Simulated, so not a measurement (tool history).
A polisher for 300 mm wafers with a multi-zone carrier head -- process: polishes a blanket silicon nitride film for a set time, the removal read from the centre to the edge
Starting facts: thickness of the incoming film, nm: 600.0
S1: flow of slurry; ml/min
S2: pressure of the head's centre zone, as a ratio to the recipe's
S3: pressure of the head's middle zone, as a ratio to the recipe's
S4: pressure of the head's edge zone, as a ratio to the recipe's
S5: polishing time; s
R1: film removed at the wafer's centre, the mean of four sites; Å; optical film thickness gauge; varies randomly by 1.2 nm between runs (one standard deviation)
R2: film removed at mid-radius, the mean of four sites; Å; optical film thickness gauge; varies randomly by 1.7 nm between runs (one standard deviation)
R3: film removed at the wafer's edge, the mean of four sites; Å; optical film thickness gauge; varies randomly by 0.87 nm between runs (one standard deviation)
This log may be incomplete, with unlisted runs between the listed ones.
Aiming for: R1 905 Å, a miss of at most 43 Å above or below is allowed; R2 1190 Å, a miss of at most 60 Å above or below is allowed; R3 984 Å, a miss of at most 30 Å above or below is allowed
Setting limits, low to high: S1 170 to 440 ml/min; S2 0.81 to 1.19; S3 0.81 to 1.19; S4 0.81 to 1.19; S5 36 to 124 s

run  hour   S1    S2    S3    S4  S5      R1      R2      R3
  1     0  280     1     1     1  79  1249.6  1093.6  1084.8
  2   1.1  265  0.94  1.06     1  77  1153.8  1138.8  1044.1
  3   7.5  265  0.94  1.06  1.05  77  1117.8  1114.2  1088.4
  4  13.3  255   0.9   1.1  1.05  75  1070.3  1113.9  1043.3
  5  21.3  270  0.87  1.13  1.06  73  985.52  1129.4  1036.2
  6  27.3  270  0.87  1.13  1.06  60  824.62  913.88  840.32
  7  28.7  295  0.85  1.15  1.05  64  851.81  1009.7  910.29
  8  33.9  315  0.84  1.16  1.03  66  875.91  1065.4  946.25

Of the 4 settings listed for the next run, only one would bring every result within its allowed miss of target. Which one?
  A  39.1  380  0.88  1.13  1.04  64   ?   ?   ?
  B  39.1  380  0.85  0.94  1.18  68   ?   ?   ?
  C  39.1  355  0.81  1.19  0.93  71   ?   ?   ?
  D  39.1  285  0.81  1.19  1.09  72   ?   ?   ?

move      R1      R2      R3
   A  910.01    1027  907.97
   B   932.7  933.53  1013.4
   C  924.59  1186.1  964.87
   D  919.17  1181.2  1020.1
A: misses by more than the last run did
B: misses by more than the last run did
C: each result inside its tolerance
D: the furthest-off result lands on target, but another misses its tolerance
C is the move that brings every result within its allowed miss.
